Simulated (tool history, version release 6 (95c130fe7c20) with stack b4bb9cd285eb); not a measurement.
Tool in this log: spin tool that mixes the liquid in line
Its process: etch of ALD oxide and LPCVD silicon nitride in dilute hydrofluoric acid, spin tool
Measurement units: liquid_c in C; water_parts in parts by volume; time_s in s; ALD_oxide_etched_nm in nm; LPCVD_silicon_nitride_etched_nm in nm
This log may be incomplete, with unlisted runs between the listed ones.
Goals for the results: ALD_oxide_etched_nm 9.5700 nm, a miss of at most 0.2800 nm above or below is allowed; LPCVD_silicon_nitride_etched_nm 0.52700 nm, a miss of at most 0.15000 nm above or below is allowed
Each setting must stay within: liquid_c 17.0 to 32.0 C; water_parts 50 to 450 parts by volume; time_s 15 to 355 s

| run | hour | liquid_c | water_parts | time_s | ALD_oxide_etched_nm | LPCVD_silicon_nitride_etched_nm |
|---|---|---|---|---|---|---|
| 1 | 0.0 | 24.0 | 250 | 180 | 6.6343 | 0.37209 |
| 2 | 3.8 | 26.0 | 240 | 180 | 7.4226 | 0.39190 |
| 3 | 4.9 | 27.5 | 235 | 180 | 8.0215 | 0.41175 |
| 4 | 6.3 | 27.5 | 300 | 180 | 5.8696 | 0.41249 |
| 5 | 8.2 | 27.5 | 300 | 225 | 7.3742 | 0.40419 |
| 6 | 15.2 | 24.0 | 300 | 225 | 6.5778 | 0.37150 |
| 7 | 23.4 | 26.5 | 290 | 225 | 7.5284 | 0.49015 |
| 8 | 24.0 | 27.0 | 230 | 220 | 9.9530 | 0.61465 |

Which of these 4 next moves meets every target?
| A | 24.6 | 25.5 | 275 | 255 | ? | ? |
| B | 24.6 | 28.0 | 220 | 180 | ? | ? |
| C | 24.6 | 27.0 | 240 | 205 | ? | ? |
| D | 24.6 | 27.0 | 190 | 165 | ? | ? |

| move | ALD_oxide_etched_nm | LPCVD_silicon_nitride_etched_nm |
|---|---|---|
| A | 8.6716 | 0.46016 |
| B | 8.8588 | 0.47297 |
| C | 8.7336 | 0.46441 |
| D | 9.3958 | 0.47279 |
A: takes the result that was furthest off past its target
B: takes the result that was furthest off past its target
C: takes the result that was furthest off past its target
D: in spec on every target
Answer: D
